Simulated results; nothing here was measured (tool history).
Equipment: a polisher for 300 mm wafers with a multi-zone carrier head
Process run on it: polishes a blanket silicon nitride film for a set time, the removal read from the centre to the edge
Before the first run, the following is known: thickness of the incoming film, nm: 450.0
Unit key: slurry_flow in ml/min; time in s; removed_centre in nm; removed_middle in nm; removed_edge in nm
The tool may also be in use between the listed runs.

run	hour	slurry_flow	centre_zone	middle_zone	edge_zone	time	removed_centre	removed_middle	removed_edge
1	0	200	1	1	1	42	50.091	50.387	49.963
2	1.9	200	1	1	1	49	58.45	56.924	58.169
3	8.4	200	1	1.06	1	49	59.958	61.59	58.265
4	15.3	170	1	1.06	1	49	57.474	59.412	56.63
5	16	165	1.04	1.02	0.96	39	46.747	45.654	44.264
6	20.2	160	1.06	1	0.93	33	39.938	36.699	36.123
7	23.7	155	1.06	1	0.9	30	35.98	34.254	32.639
8	25.4	155	1.07	0.98	0.88	28	33.746	31.605	29.842
9	31.7	150	1.07	0.95	0.86	28	33.882	30.822	29.849

What does the tool deliver on the next run?
10	33.8	145	1.08	0.95	0.82	24	?	?	?

Run 10 measured removed_centre 28.934 nm, removed_middle 25.484 nm, removed_edge 24.716 nm.
